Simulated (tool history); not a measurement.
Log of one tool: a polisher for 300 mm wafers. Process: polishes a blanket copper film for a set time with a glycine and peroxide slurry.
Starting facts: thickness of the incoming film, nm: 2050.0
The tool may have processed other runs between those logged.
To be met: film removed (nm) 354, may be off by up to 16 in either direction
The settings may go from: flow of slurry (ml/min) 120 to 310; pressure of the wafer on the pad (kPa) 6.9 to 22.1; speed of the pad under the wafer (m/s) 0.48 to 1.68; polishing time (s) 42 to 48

| run | hour | flow of slurry (ml/min) | pressure of the wafer on the pad (kPa) | speed of the pad under the wafer (m/s) | polishing time (s) | film removed (nm) |
|---|---|---|---|---|---|---|
| 1 | 0 | 200 | 14.5 | 1.08 | 48 | 223.09 |
| 2 | 2.5 | 200 | 14.5 | 1.18 | 48 | 236.48 |
| 3 | 9.8 | 200 | 14.5 | 1.44 | 48 | 271.7 |
| 4 | 11.4 | 200 | 14.5 | 1.44 | 48 | 270.59 |
| 5 | 13.3 | 200 | 15.9 | 1.46 | 48 | 290.65 |
| 6 | 17.6 | 200 | 15.9 | 1.6 | 48 | 304.83 |
| 7 | 23.3 | 200 | 16.5 | 1.62 | 48 | 317.77 |
| 8 | 31.4 | 200 | 16.5 | 1.62 | 48 | 323.33 |
| 9 | 37.6 | 200 | 17.2 | 1.62 | 48 | 318.46 |

4 candidate next runs follow, results not yet known. Just one meets every target within its allowed miss. Identify it.
| A | 43.8 | 205 | 19.3 | 1.36 | 48 | ? |
| B | 43.8 | 200 | 18.6 | 1.68 | 48 | ? |
| C | 43.8 | 210 | 17.2 | 1.58 | 47 | ? |
| D | 43.8 | 210 | 15.9 | 1.66 | 48 | ? |

| move | film removed (nm) |
|---|---|
| A | 321.69 |
| B | 360.62 |
| C | 321.99 |
| D | 320.48 |
A: better than the last run, though not everything is in spec
B: all results in spec
C: better than the last run, though not everything is in spec
D: better than the last run, though not everything is in spec
Move B is the one to make.

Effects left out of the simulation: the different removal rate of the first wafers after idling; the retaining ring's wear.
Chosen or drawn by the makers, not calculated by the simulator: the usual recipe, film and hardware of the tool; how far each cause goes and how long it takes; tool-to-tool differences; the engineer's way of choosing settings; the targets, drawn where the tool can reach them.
